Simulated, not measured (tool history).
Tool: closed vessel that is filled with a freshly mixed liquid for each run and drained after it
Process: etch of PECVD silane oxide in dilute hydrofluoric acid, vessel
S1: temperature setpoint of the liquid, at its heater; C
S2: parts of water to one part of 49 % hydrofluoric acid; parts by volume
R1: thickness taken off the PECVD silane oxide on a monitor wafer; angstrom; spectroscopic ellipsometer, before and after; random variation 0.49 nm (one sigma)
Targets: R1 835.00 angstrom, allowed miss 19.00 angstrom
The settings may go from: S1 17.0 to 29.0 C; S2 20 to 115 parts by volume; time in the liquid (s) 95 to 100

run 1 day=0.000 | S1=21.0 S2=65 time_in_the_liquid_(s)=95 | R1=352.90
run 2 day=0.304 | S1=17.5 S2=65 time_in_the_liquid_(s)=95 | R1=303.74
run 3 day=0.392 | S1=17.5 S2=65 time_in_the_liquid_(s)=100 | R1=321.10
run 4 day=0.525 | S1=17.5 S2=55 time_in_the_liquid_(s)=100 | R1=386.78
run 5 day=0.838 | S1=17.5 S2=55 time_in_the_liquid_(s)=95 | R1=363.21
run 6 day=0.925 | S1=17.5 S2=35 time_in_the_liquid_(s)=95 | R1=581.44
-- day=1.200 hydrofluoric acid flow meter replaced
run 7 day=1.200 | S1=18.5 S2=35 time_in_the_liquid_(s)=95 | R1=647.85
run 8 day=1.496 | S1=19.0 S2=35 time_in_the_liquid_(s)=95 | R1=661.86
run 9 day=1.562 | S1=19.5 S2=35 time_in_the_liquid_(s)=95 | R1=684.01
run 10 day=1.921 | S1=20.0 S2=35 time_in_the_liquid_(s)=95 | R1=681.91
run 11 day=2.067 | S1=20.5 S2=35 time_in_the_liquid_(s)=95 | R1=706.13
run 12 day=2.171 | S1=21.0 S2=35 time_in_the_liquid_(s)=95 | R1=723.77

Which of these 4 next moves meets every target?
run A day=2.275 | S1=20.0 S2=40 time_in_the_liquid_(s)=100 | R1=?
run B day=2.275 | S1=26.5 S2=50 time_in_the_liquid_(s)=95 | R1=?
run C day=2.275 | S1=17.5 S2=25 time_in_the_liquid_(s)=100 | R1=?
run D day=2.275 | S1=23.5 S2=35 time_in_the_liquid_(s)=100 | R1=?

move=A R1=635.42
move=B R1=624.47
move=C R1=928.18
move=D R1=847.40
A: further off than the last run
B: further off than the last run
C: takes the result that was furthest off past its target
D: meets every target
The right move is D.
